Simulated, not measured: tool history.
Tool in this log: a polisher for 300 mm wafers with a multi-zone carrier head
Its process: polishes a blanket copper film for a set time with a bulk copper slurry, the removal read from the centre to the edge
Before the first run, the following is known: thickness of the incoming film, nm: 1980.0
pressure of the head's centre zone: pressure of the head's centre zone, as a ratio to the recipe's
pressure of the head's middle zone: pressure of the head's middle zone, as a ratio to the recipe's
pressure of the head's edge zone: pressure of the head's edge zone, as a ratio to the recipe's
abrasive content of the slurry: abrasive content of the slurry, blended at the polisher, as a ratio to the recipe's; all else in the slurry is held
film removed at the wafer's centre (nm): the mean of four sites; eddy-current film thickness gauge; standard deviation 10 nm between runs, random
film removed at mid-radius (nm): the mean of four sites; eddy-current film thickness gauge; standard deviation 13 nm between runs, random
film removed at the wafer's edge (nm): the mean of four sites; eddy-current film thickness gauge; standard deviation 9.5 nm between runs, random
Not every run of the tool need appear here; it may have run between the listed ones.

| run | hour | flow of slurry (ml/min) | pressure of the head's centre zone | pressure of the head's middle zone | pressure of the head's edge zone | abrasive content of the slurry | polishing time (s) | film removed at the wafer's centre (nm) | film removed at mid-radius (nm) | film removed at the wafer's edge (nm) |
|---|---|---|---|---|---|---|---|---|---|---|
| 1 | 0 | 260 | 1 | 1 | 1 | 1 | 87 | 767.53 | 793.69 | 766.37 |
| 2 | 6.4 | 265 | 1.02 | 1 | 1.02 | 1.1 | 88 | 813.12 | 825.38 | 802.81 |
| 3 | 14.3 | 265 | 1.02 | 1 | 1.02 | 1.25 | 88 | 832.39 | 852.32 | 827.89 |
| 4 | 16.7 | 270 | 1.04 | 1 | 1.04 | 1.3 | 89 | 860.49 | 879.35 | 861.04 |
| 5 | 22.2 | 270 | 1.04 | 1 | 1.04 | 1.15 | 89 | 847.74 | 843.33 | 835.39 |
| 6 | 23.4 | 270 | 1.04 | 1 | 1.1 | 1.15 | 89 | 853.51 | 855.62 | 854.85 |
| 7 | 26.6 | 275 | 1.06 | 1 | 1.11 | 1.2 | 89 | 871.13 | 841.25 | 877.52 |
| 8 | 27.4 | 280 | 1.08 | 1.02 | 1.12 | 1.25 | 89 | 899.75 | 889.24 | 894.55 |

For run 9, what comes out?
| 9 | 35.9 | 285 | 1.1 | 1.02 | 1.13 | 1.25 | 89 | ? | ? | ? |

{"run 9": {"film removed at the wafer's centre (nm)": 913.23, "film removed at mid-radius (nm)": 895.03, "film removed at the wafer's edge (nm)": 887.81}}
